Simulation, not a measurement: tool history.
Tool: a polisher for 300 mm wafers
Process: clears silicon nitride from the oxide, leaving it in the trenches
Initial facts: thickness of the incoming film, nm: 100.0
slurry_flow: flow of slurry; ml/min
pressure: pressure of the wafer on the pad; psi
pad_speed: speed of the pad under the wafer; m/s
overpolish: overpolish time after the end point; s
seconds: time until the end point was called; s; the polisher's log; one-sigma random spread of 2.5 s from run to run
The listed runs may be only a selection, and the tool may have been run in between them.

{"run": 1, "hour": 0.0, "slurry_flow": 135, "pressure": 1.8, "pad_speed": 1.24, "overpolish": 27, "seconds": 157.75}
{"run": 2, "hour": 2.8, "slurry_flow": 130, "pressure": 1.6, "pad_speed": 1.24, "overpolish": 27, "seconds": 175.33}
{"run": 3, "hour": 4.5, "slurry_flow": 130, "pressure": 1.6, "pad_speed": 1.52, "overpolish": 27, "seconds": 144.95}
{"run": 4, "hour": 6.0, "slurry_flow": 130, "pressure": 1.6, "pad_speed": 1.76, "overpolish": 27, "seconds": 124.4}
{"run": 5, "hour": 6.6, "slurry_flow": 125, "pressure": 1.4, "pad_speed": 1.64, "overpolish": 27, "seconds": 149.23}
{"run": 6, "hour": 15.4, "slurry_flow": 125, "pressure": 1.4, "pad_speed": 1.44, "overpolish": 27, "seconds": 172.89}
{"run": 7, "hour": 21.9, "slurry_flow": 120, "pressure": 1.2, "pad_speed": 1.4, "overpolish": 27, "seconds": 198}
{"run": 8, "hour": 23.5, "slurry_flow": 115, "pressure": 1.1, "pad_speed": 1.38, "overpolish": 27, "seconds": 214.67}
{"run": 9, "hour": 26.2, "slurry_flow": 115, "pressure": 1.1, "pad_speed": 1.38, "overpolish": 27, "seconds": 216.49}
{"run": 10, "hour": 27.4, "slurry_flow": 110, "pressure": 1, "pad_speed": 1.38, "overpolish": 27, "seconds": 236.39}
{"run": 11, "hour": 35.7, "slurry_flow": 90, "pressure": 0.8, "pad_speed": 1.38, "overpolish": 27, "seconds": 300.76}
{"run": 12, "hour": 36.9, "slurry_flow": 95, "pressure": 0.8, "pad_speed": 1.38, "overpolish": 27, "seconds": 293.54}
{"run": 13, "hour": 40.0, "slurry_flow": 100, "pressure": 0.8, "pad_speed": 1.38, "overpolish": 27, "seconds": 289.49}

Estimate the outcome of run 14 from the log above:
{"run": 14, "hour": 46.9, "slurry_flow": 105, "pressure": 0.8, "pad_speed": 1.38, "overpolish": 27, "seconds": "?"}

Run 14 produced seconds 283.74 s.
